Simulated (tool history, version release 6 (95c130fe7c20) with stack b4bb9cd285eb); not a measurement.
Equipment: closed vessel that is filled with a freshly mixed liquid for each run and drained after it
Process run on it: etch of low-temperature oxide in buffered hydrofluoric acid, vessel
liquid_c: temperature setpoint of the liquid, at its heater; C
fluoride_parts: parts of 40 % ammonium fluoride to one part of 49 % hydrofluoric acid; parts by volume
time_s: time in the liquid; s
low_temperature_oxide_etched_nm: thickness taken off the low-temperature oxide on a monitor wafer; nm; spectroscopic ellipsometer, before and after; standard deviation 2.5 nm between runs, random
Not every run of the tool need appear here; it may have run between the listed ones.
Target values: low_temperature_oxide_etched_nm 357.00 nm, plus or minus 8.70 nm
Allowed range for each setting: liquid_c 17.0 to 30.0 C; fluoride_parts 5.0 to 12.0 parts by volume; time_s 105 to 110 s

run,hour,liquid_c,fluoride_parts,time_s,low_temperature_oxide_etched_nm
1,0.0,22.0,7.0,105,548.62
2,8.7,22.0,7.0,110,579.53
3,14.9,22.0,8.5,110,468.94
4,23.0,22.0,8.0,110,505.36
5,32.1,22.0,10.0,110,412.02
6,35.9,22.0,10.0,110,412.36
7,42.2,21.5,10.0,110,401.47
8,46.5,21.0,10.0,110,392.09
9,55.0,20.5,10.0,110,382.68

Consider the 4 candidate settings below. Which is the only one whose results all fall within their allowed miss of target?
A,63.5,22.0,12.0,105,?
B,63.5,21.0,11.0,105,?
C,63.5,21.0,11.0,110,?
D,63.5,18.5,10.0,110,?

move,low_temperature_oxide_etched_nm
A,326.91
B,336.71
C,352.74
D,336.42
A: moves the result that the last run missed by most past its target, out the other side
B: moves the result that the last run missed by most past its target, out the other side
C: each result inside its tolerance
D: moves the result that the last run missed by most past its target, out the other side
Answer: C
